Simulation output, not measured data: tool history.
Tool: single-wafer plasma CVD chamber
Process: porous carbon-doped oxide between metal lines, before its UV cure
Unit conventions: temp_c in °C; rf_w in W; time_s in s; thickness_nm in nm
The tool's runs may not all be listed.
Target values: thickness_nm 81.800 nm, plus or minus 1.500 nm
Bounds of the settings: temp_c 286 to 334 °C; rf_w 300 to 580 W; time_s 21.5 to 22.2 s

run  hour  temp_c  rf_w  time_s  thickness_nm
  1   0.0     310   440    21.5       101.470
  2   3.7     314   425    21.5        97.101
  3   7.9     314   470    21.5       104.020
  4  13.2     318   450    21.5        98.518
  5  20.7     321   435    21.5        95.099
  6  22.9     323   425    21.5        91.960
  7  28.3     325   420    21.5        89.716
  8  35.4     327   415    21.5        88.348
  9  43.3     328   410    21.5        87.027

Exactly one of the 5 candidate moves below puts every result within its allowed miss. Which one?
  A  51.2     334   410    21.5             ?
  B  51.2     332   390    21.5             ?
  C  51.2     322   380    21.6             ?
  D  51.2     331   400    21.7             ?
  E  51.2     328   390    22.0             ?

move  thickness_nm
   A        84.622
   B        82.257
   C        85.281
   D        85.028
   E        85.789
A: closer than the last run, but not yet in spec
B: each result inside its tolerance
C: closer than the last run, but not yet in spec
D: closer than the last run, but not yet in spec
E: closer than the last run, but not yet in spec
Correct choice: B, which meets every target
